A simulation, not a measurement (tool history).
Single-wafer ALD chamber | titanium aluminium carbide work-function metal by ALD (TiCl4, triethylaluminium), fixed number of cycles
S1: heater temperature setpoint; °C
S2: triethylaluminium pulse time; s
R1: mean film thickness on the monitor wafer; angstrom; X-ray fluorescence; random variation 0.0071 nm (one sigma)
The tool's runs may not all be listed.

run 1 hour=0 | S1=305 S2=9.09 | R1=21.201
run 2 hour=5.3 | S1=313 S2=9.09 | R1=22.25
run 3 hour=11.8 | S1=313 S2=10.69 | R1=22.788
run 4 hour=15.2 | S1=322 S2=10.69 | R1=23.477
run 5 hour=16.4 | S1=322 S2=13.27 | R1=24.027
run 6 hour=24 | S1=327 S2=13.27 | R1=24.566
run 7 hour=31.4 | S1=312 S2=10.1 | R1=22.602
run 8 hour=33.5 | S1=302 S2=7.93 | R1=20.535
run 9 hour=35.7 | S1=295 S2=6.45 | R1=18.04
run 10 hour=44.2 | S1=291 S2=5.44 | R1=15.869
run 11 hour=51.7 | S1=288 S2=4.75 | R1=13.82
run 12 hour=58.9 | S1=286 S2=4.73 | R1=13.525
run 13 hour=60.7 | S1=281 S2=3.27 | R1=6.3611
run 14 hour=69 | S1=287 S2=3.28 | R1=6.7011

The next listed run, before its measurement:
run 15 hour=76.3 | S1=287 S2=3.28 | R1=?

R1: 6.6137 angstrom
